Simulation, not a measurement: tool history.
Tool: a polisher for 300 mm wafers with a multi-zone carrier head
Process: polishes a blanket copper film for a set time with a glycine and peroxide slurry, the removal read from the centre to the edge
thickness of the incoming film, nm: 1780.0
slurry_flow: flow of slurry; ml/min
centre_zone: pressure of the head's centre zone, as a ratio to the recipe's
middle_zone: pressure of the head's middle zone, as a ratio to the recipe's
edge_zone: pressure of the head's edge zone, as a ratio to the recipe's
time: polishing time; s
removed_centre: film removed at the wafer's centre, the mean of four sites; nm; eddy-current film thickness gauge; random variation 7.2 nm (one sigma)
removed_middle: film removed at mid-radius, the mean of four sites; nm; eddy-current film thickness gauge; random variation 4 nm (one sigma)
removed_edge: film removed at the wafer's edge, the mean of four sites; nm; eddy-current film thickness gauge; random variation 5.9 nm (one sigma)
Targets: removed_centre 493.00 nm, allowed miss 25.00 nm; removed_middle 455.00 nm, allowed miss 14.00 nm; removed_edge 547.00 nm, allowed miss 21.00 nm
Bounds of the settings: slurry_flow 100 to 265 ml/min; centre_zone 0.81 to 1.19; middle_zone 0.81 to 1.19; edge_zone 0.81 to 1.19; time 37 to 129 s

Run 1, hour 0.0: slurry_flow 170 ml/min, centre_zone 1.00, middle_zone 1.00, edge_zone 1.00, time 83 s. Result: removed_centre 421.19 nm, removed_middle 416.20 nm, removed_edge 417.56 nm.
Run 2, hour 8.7: slurry_flow 170 ml/min, centre_zone 1.00, middle_zone 0.95, edge_zone 1.00, time 83 s. Result: removed_centre 423.03 nm, removed_middle 403.69 nm, removed_edge 416.43 nm.
Run 3, hour 10.0: slurry_flow 170 ml/min, centre_zone 1.00, middle_zone 0.88, edge_zone 1.00, time 83 s. Result: removed_centre 424.88 nm, removed_middle 378.98 nm, removed_edge 417.34 nm.
Run 4, hour 15.7: slurry_flow 170 ml/min, centre_zone 1.00, middle_zone 0.93, edge_zone 1.00, time 83 s. Result: removed_centre 417.33 nm, removed_middle 394.30 nm, removed_edge 422.59 nm.
Run 5, hour 21.5: slurry_flow 170 ml/min, centre_zone 0.97, middle_zone 0.93, edge_zone 1.00, time 83 s. Result: removed_centre 404.86 nm, removed_middle 392.38 nm, removed_edge 424.30 nm.
Run 6, hour 28.9: slurry_flow 170 ml/min, centre_zone 0.97, middle_zone 0.93, edge_zone 1.00, time 99 s. Result: removed_centre 481.08 nm, removed_middle 472.74 nm, removed_edge 507.82 nm.
Run 7, hour 33.8: slurry_flow 170 ml/min, centre_zone 0.97, middle_zone 0.92, edge_zone 1.01, time 99 s. Result: removed_centre 479.69 nm, removed_middle 467.11 nm, removed_edge 489.36 nm.
Run 8, hour 36.5: slurry_flow 120 ml/min, centre_zone 0.91, middle_zone 0.82, edge_zone 1.11, time 116 s. Result: removed_centre 506.05 nm, removed_middle 483.93 nm, removed_edge 591.68 nm.
Run 9, hour 41.8: slurry_flow 120 ml/min, centre_zone 0.91, middle_zone 0.82, edge_zone 1.10, time 116 s. Result: removed_centre 510.81 nm, removed_middle 479.54 nm, removed_edge 594.91 nm.

Which of these 4 next moves meets every target?
Run A, hour 47.1: slurry_flow 100 ml/min, centre_zone 1.02, middle_zone 0.91, edge_zone 1.19, time 105 s. Result: removed_centre ?, removed_middle ?, removed_edge ?.
Run B, hour 47.1: slurry_flow 130 ml/min, centre_zone 0.95, middle_zone 0.94, edge_zone 1.08, time 106 s. Result: removed_centre ?, removed_middle ?, removed_edge ?.
Run C, hour 47.1: slurry_flow 140 ml/min, centre_zone 1.01, middle_zone 0.89, edge_zone 1.03, time 109 s. Result: removed_centre ?, removed_middle ?, removed_edge ?.
Run D, hour 47.1: slurry_flow 135 ml/min, centre_zone 1.02, middle_zone 0.92, edge_zone 1.03, time 110 s. Result: removed_centre ?, removed_middle ?, removed_edge ?.

move  removed_centre  removed_middle  removed_edge
   A          502.41          452.93        555.79
   B          498.58          488.84        548.63
   C          546.96          485.29        555.59
   D          553.67          500.82        558.41
A: meets every target
B: brings the result that was furthest off to its target, and leaves another outside
C: brings the result that was furthest off to its target, and leaves another outside
D: brings the result that was furthest off to its target, and leaves another outside
Move A is the one to make.
